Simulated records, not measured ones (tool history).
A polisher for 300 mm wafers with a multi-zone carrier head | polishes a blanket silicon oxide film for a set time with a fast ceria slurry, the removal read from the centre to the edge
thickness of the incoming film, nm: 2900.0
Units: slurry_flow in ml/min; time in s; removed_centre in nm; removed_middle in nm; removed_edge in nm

{"run": 1, "hour": 0.0, "slurry_flow": 170, "centre_zone": 1.0, "middle_zone": 1.0, "edge_zone": 1.0, "time": 63, "removed_centre": 595.75, "removed_middle": 527.38, "removed_edge": 525.21}
{"run": 2, "hour": 3.4, "slurry_flow": 170, "centre_zone": 1.0, "middle_zone": 0.96, "edge_zone": 1.0, "time": 63, "removed_centre": 598.24, "removed_middle": 517.75, "removed_edge": 539.67}
{"run": 3, "hour": 7.2, "slurry_flow": 145, "centre_zone": 1.0, "middle_zone": 0.96, "edge_zone": 1.0, "time": 63, "removed_centre": 583.47, "removed_middle": 507.45, "removed_edge": 513.71}
{"run": 4, "hour": 13.1, "slurry_flow": 115, "centre_zone": 1.0, "middle_zone": 0.96, "edge_zone": 1.0, "time": 63, "removed_centre": 534.8, "removed_middle": 478.99, "removed_edge": 495.85}
{"run": 5, "hour": 17.2, "slurry_flow": 115, "centre_zone": 1.0, "middle_zone": 0.96, "edge_zone": 1.04, "time": 63, "removed_centre": 536.12, "removed_middle": 466.12, "removed_edge": 512.46}
{"run": 6, "hour": 24.0, "slurry_flow": 115, "centre_zone": 1.01, "middle_zone": 0.96, "edge_zone": 1.01, "time": 61, "removed_centre": 529.83, "removed_middle": 448.69, "removed_edge": 485.72}

Forecast run 7:
{"run": 7, "hour": 29.9, "slurry_flow": 110, "centre_zone": 1.01, "middle_zone": 0.98, "edge_zone": 0.97, "time": 60, "removed_centre": "?", "removed_middle": "?", "removed_edge": "?"}

{"run 7": {"removed_centre": 505.69, "removed_middle": 451.63, "removed_edge": 469.42}}
